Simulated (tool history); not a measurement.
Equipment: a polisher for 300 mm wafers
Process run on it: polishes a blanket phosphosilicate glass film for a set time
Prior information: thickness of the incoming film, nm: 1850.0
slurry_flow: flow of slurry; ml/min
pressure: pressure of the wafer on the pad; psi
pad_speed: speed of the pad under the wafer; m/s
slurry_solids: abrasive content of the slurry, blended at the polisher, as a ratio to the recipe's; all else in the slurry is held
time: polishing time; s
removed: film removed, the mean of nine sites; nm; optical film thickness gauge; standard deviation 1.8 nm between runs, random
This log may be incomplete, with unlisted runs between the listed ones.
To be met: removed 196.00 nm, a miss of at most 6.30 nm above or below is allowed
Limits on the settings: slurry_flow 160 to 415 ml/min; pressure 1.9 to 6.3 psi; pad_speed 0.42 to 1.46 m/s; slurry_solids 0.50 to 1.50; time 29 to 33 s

run    day  slurry_flow  pressure  pad_speed  slurry_solids  time  removed
  1  0.000          265       4.1       0.94           1.00    33   333.75
  2  0.158          265       3.4       0.94           1.00    33   283.73
  3  0.462          265       2.9       0.94           1.00    33   253.25
  4  0.812          265       2.9       0.94           0.85    33   219.67
  5  1.000          265       2.9       0.80           0.85    33   206.44
  6  1.092          265       2.9       0.80           0.95    33   222.05
  7  1.188          265       2.7       0.80           0.95    33   210.52
  8  1.308          265       2.6       0.80           0.95    33   207.53

Which of these 5 next moves meets every target?
  A  1.429          265       2.6       0.94           0.90    31        ?
  B  1.429          290       2.6       0.82           1.20    30        ?
  C  1.429          200       3.0       0.84           1.00    30        ?
  D  1.429          300       3.1       0.74           1.05    29        ?
  E  1.429          250       2.3       0.82           1.10    29        ?

move  removed
   A   196.84
   B   217.75
   C   211.81
   D   215.95
   E   178.43
A: in spec on every target
B: further off than the last run
C: further off than the last run
D: further off than the last run
E: takes the biggest miss from the last run beyond its target
Answer: A
